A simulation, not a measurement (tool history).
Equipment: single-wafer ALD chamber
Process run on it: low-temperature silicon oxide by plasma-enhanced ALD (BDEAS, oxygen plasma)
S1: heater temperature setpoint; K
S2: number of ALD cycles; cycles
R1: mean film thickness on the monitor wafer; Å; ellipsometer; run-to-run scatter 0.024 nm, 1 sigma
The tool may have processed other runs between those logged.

| run | day | S1 | S2 | R1 |
|---|---|---|---|---|
| 1 | 0.000 | 373.15 | 26 | 36.085 |
| 2 | 0.271 | 371.15 | 27 | 37.725 |
| 3 | 0.625 | 371.15 | 25 | 34.881 |
| 4 | 0.888 | 369.15 | 26 | 37.062 |
| 5 | 1.125 | 369.15 | 23 | 32.696 |
| 6 | 1.221 | 366.15 | 25 | 35.909 |
| 7 | 1.446 | 363.15 | 26 | 38.118 |
| 8 | 1.521 | 360.15 | 27 | 39.582 |
| 9 | 1.762 | 358.15 | 28 | 41.350 |
| 10 | 2.108 | 357.15 | 28 | 41.727 |
| 11 | 2.154 | 356.15 | 28 | 41.520 |

Run 12 has not been measured yet. What should we expect?
| 12 | 2.329 | 353.15 | 31 | ? |

{"run 12": {"R1": 46.427}}
